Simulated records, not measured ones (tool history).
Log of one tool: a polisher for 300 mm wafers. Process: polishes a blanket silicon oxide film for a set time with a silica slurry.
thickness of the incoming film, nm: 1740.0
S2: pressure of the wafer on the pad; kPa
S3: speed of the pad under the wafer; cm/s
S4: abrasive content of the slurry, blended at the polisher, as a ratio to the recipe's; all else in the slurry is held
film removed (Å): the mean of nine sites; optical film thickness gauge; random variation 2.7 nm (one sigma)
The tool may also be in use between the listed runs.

Run 1, day 0.000: flow of slurry (ml/min) 265, S2 29.0 kPa, S3 148 cm/s, S4 1.0, polishing time (s) 86. Result: film removed (Å) 4348.4.
Run 2, day 0.146: flow of slurry (ml/min) 265, S2 29.0 kPa, S3 148 cm/s, S4 1.0, polishing time (s) 90. Result: film removed (Å) 4525.5.
Run 3, day 0.425: flow of slurry (ml/min) 265, S2 29.0 kPa, S3 148 cm/s, S4 0.9, polishing time (s) 90. Result: film removed (Å) 4287.1.
Run 4, day 0.792: flow of slurry (ml/min) 265, S2 29.0 kPa, S3 148 cm/s, S4 0.9, polishing time (s) 86. Result: film removed (Å) 4127.1.
Run 5, day 1.138: flow of slurry (ml/min) 325, S2 29.0 kPa, S3 148 cm/s, S4 0.9, polishing time (s) 86. Result: film removed (Å) 4132.0.
Run 6, day 1.196: flow of slurry (ml/min) 325, S2 22.1 kPa, S3 148 cm/s, S4 0.9, polishing time (s) 86. Result: film removed (Å) 3216.1.
Run 7, day 1.446: flow of slurry (ml/min) 325, S2 23.4 kPa, S3 148 cm/s, S4 0.9, polishing time (s) 86. Result: film removed (Å) 3342.8.

Forecast run 8:
Run 8, day 1.596: flow of slurry (ml/min) 325, S2 24.1 kPa, S3 148 cm/s, S4 0.9, polishing time (s) 86. Result: film removed (Å) ?.

{"run 8": {"film removed (Å)": 3418.1}}
